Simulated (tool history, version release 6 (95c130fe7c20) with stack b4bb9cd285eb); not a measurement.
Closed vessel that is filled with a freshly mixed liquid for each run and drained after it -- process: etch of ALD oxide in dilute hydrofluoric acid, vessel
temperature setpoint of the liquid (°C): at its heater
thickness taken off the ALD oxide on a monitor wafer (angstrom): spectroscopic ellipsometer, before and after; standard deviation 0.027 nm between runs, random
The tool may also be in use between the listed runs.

run  hour  temperature setpoint of the liquid (°C)  parts of water to one part of 49 % hydrofluoric acid (parts by volume)  time in the liquid (s)  thickness taken off the ALD oxide on a monitor wafer (angstrom)
  1     0                                       22                                                                      80                      30                                                           54.277
  2   6.6                                       22                                                                      70                      30                                                           62.755
  3  14.6                                       22                                                                      70                      30                                                           63.102
  4  19.9                                       19                                                                      70                      30                                                           55.292
  5  25.7                                     20.5                                                                      70                      30                                                            58.94
  6  28.5                                       22                                                                      70                      30                                                           62.834
  7  33.4                                       23                                                                      70                      30                                                           65.692

Run 8 is up next; what results do you expect?
  8  41.8                                       24                                                                      70                      30                                                                ?

{"run 8": {"thickness taken off the ALD oxide on a monitor wafer (angstrom)": 68.194}}
